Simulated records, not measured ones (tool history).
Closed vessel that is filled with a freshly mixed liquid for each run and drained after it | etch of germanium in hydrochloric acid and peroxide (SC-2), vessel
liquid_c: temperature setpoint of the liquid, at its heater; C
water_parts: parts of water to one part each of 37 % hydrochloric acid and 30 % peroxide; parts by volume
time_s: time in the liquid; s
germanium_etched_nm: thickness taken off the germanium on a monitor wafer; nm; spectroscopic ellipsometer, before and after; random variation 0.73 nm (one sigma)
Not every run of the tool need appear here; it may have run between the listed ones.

run,hour,liquid_c,water_parts,time_s,germanium_etched_nm
1,0.0,47.0,8.5,30,78.805
2,7.2,47.0,10.0,30,76.975
3,8.2,49.0,10.0,30,82.313
4,13.2,50.5,10.0,30,87.229
5,22.2,51.5,10.0,30,88.639
6,31.0,51.5,8.0,30,90.865
7,32.3,52.5,8.0,30,94.060
8,37.2,53.5,8.0,30,96.770

For run 9, what comes out?
9,38.8,54.0,8.0,30,?

{"run 9": {"germanium_etched_nm": 98.296}}
